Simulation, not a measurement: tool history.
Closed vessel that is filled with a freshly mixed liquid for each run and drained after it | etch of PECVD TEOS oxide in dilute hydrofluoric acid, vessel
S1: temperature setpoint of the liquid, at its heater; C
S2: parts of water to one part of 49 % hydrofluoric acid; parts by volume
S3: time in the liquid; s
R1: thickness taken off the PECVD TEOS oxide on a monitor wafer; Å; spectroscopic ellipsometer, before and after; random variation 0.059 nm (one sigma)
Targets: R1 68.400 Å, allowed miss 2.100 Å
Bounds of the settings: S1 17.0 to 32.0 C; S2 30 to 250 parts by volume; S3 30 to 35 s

run 1 hour=0.0 | S1=24.0 S2=140 S3=35 | R1=36.432
run 2 hour=1.7 | S1=26.0 S2=130 S3=35 | R1=42.936
run 3 hour=9.1 | S1=26.0 S2=130 S3=30 | R1=36.399
run 4 hour=13.5 | S1=23.0 S2=130 S3=30 | R1=32.671
run 5 hour=20.4 | S1=23.0 S2=95 S3=30 | R1=46.763
run 6 hour=29.1 | S1=20.0 S2=95 S3=30 | R1=41.358
run 7 hour=33.3 | S1=23.0 S2=90 S3=30 | R1=50.353
run 8 hour=40.1 | S1=25.0 S2=90 S3=30 | R1=53.754

Which of these 4 next moves meets every target?
run A hour=46.9 | S1=25.0 S2=120 S3=30 | R1=?
run B hour=46.9 | S1=28.5 S2=80 S3=35 | R1=?
run C hour=46.9 | S1=24.5 S2=65 S3=30 | R1=?
run D hour=46.9 | S1=28.5 S2=95 S3=35 | R1=?

move=A R1=38.252
move=B R1=80.765
move=C R1=74.226
move=D R1=66.606
A: further off than the last run
B: takes the result that was furthest off past its target
C: takes the result that was furthest off past its target
D: meets every target
Answer: D
